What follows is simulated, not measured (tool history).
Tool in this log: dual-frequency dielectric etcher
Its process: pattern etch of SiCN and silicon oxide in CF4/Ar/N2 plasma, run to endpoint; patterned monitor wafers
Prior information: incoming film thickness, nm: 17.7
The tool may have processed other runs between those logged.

run	hour	source power (W)	bias power (W)	Ar flow (sccm)	CF4 flow (sccm)	endpoint time (s)
1	0.0	440	56	127	48	28.125
2	6.5	470	56	127	48	26.608
3	10.9	400	56	127	48	30.521
4	12.9	390	56	127	48	31.028
5	20.3	440	56	127	48	28.151
6	25.4	420	56	127	48	29.237
7	29.5	400	56	127	48	30.368

What will run 8 give?
8	30.1	390	56	127	48	?

endpoint time (s): 31.114

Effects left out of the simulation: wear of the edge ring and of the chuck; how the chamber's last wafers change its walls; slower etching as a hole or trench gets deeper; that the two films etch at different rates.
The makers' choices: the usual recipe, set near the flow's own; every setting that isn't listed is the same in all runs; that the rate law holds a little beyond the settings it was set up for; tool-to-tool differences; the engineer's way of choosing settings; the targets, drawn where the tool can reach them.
